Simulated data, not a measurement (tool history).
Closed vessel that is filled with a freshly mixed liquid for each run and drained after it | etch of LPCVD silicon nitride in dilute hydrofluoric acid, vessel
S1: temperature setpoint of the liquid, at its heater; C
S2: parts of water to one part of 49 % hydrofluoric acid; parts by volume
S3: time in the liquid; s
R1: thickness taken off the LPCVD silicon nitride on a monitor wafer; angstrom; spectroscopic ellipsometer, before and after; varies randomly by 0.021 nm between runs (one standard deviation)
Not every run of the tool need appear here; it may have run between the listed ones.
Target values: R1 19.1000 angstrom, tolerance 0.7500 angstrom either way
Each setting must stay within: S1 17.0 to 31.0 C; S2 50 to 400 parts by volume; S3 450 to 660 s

{"run": 1, "hour": 0.0, "S1": 23.0, "S2": 225, "S3": 660, "R1": 14.627}
{"run": 2, "hour": 5.5, "S1": 23.0, "S2": 225, "S3": 450, "R1": 9.9177}
{"run": 3, "hour": 8.9, "S1": 24.5, "S2": 220, "S3": 450, "R1": 11.402}
{"run": 4, "hour": 9.7, "S1": 25.5, "S2": 205, "S3": 450, "R1": 12.801}
{"run": 5, "hour": 15.9, "S1": 29.0, "S2": 205, "S3": 450, "R1": 16.118}
{"run": 6, "hour": 22.1, "S1": 29.0, "S2": 235, "S3": 450, "R1": 13.741}
{"hour": 28.4, "done": "hydrofluoric acid flow meter replaced"}
{"run": 7, "hour": 28.4, "S1": 29.5, "S2": 225, "S3": 450, "R1": 13.394}
{"run": 8, "hour": 37.0, "S1": 29.5, "S2": 225, "S3": 450, "R1": 13.597}
{"run": 9, "hour": 45.1, "S1": 29.5, "S2": 215, "S3": 450, "R1": 14.101}
{"run": 10, "hour": 49.6, "S1": 29.5, "S2": 205, "S3": 455, "R1": 15.339}
{"run": 11, "hour": 54.4, "S1": 29.5, "S2": 200, "S3": 455, "R1": 15.646}
{"run": 12, "hour": 57.0, "S1": 29.5, "S2": 195, "S3": 455, "R1": 16.204}

Next run, 5 choices. One meets every target within its allowed miss, the rest don't. Which?
{"run": "A", "hour": 59.6, "S1": 29.0, "S2": 230, "S3": 450, "R1": "?"}
{"run": "B", "hour": 59.6, "S1": 27.5, "S2": 205, "S3": 450, "R1": "?"}
{"run": "C", "hour": 59.6, "S1": 29.0, "S2": 180, "S3": 450, "R1": "?"}
{"run": "D", "hour": 59.6, "S1": 28.5, "S2": 165, "S3": 450, "R1": "?"}
{"run": "E", "hour": 59.6, "S1": 30.0, "S2": 165, "S3": 450, "R1": "?"}

move=A R1=12.9280
move=B R1=13.2680
move=C R1=16.5820
move=D R1=17.5610
move=E R1=19.2490
A: the biggest miss grows against the last run
B: the biggest miss grows against the last run
C: nearer the targets than the last run, but a result is still out of spec
D: nearer the targets than the last run, but a result is still out of spec
E: all results in spec
Answer: E

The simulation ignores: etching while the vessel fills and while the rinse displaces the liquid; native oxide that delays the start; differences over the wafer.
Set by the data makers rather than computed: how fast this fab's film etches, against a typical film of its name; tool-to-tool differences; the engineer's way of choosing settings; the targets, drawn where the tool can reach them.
